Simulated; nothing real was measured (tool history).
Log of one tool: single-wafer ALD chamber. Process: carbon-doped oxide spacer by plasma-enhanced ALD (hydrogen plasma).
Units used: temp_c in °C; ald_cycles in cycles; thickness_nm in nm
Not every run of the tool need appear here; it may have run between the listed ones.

run  hour  temp_c  ald_cycles  thickness_nm
  1   0.0     395         172        8.1398
  2   7.5     395         157        7.3589
  3   8.9     395         163        7.6651
  4  12.8     395         139        6.5355
  5  19.0     400         139        6.5627
  6  26.6     400         155        7.2724
  7  29.7     400         161        7.6151
  8  35.0     400         165        7.7978

For run 9, what comes out?
  9  37.3     400         169             ?

{"run 9": {"thickness_nm": 7.9745}}

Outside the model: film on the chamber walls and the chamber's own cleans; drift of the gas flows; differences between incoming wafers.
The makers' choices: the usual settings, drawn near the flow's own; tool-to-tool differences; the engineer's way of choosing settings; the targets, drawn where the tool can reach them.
